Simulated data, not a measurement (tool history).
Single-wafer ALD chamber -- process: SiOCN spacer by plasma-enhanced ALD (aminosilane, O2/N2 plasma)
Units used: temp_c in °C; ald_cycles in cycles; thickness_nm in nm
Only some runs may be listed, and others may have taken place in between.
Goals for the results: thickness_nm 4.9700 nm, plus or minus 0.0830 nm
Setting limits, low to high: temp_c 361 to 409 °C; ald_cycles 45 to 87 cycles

run  hour  temp_c  ald_cycles  thickness_nm
  1   0.0     385          66        4.1738
  2   1.1     385          62        3.9310
  3   5.3     385          64        4.0216
  4  13.5     378          64        4.0193
  5  21.4     378          66        4.1676
  6  24.8     378          67        4.2259
  7  30.3     378          68        4.2730
  8  35.4     378          69        4.3413

Consider the 5 candidate settings below. Which is the only one whose results all fall within their allowed miss of target?
  A  40.5     374          64             ?
  B  40.5     380          87             ?
  C  40.5     382          79             ?
  D  40.5     383          60             ?
  E  40.5     373          60             ?

move  thickness_nm
   A        4.0251
   B        5.4717
   C        4.9685
   D        3.7736
   E        3.7736
A: moves away from the targets compared with the last run
B: moves the result that the last run missed by most past its target, out the other side
C: in spec on every target
D: moves away from the targets compared with the last run
E: moves away from the targets compared with the last run
So the answer is move C, the one that meets all the targets.
